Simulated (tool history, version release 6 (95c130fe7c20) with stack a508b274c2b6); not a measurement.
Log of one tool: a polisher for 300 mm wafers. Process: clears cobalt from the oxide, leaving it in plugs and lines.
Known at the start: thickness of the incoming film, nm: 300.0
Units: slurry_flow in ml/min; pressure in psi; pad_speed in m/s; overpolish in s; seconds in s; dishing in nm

| run | hour | slurry_flow | pressure | pad_speed | overpolish | seconds | dishing |
|---|---|---|---|---|---|---|---|
| 1 | 0.0 | 120 | 2.5 | 0.94 | 9 | 50.201 | 35.395 |
| 2 | 7.7 | 115 | 2.3 | 0.94 | 10 | 53.991 | 35.557 |
| 3 | 11.0 | 115 | 2.1 | 0.94 | 10 | 59.093 | 33.792 |
| 4 | 17.0 | 115 | 2.1 | 1.14 | 10 | 48.014 | 37.614 |
| 5 | 22.8 | 110 | 1.9 | 1.12 | 11 | 55.040 | 36.778 |
| 6 | 26.9 | 110 | 1.9 | 1.12 | 9 | 55.952 | 33.162 |
| 7 | 32.8 | 105 | 1.8 | 1.12 | 10 | 57.791 | 34.178 |

Run 8 comes next. What will it give?
| 8 | 40.7 | 100 | 1.4 | 1.10 | 13 | ? | ? |

{"run 8": {"seconds": 76.411, "dishing": 33.914}}
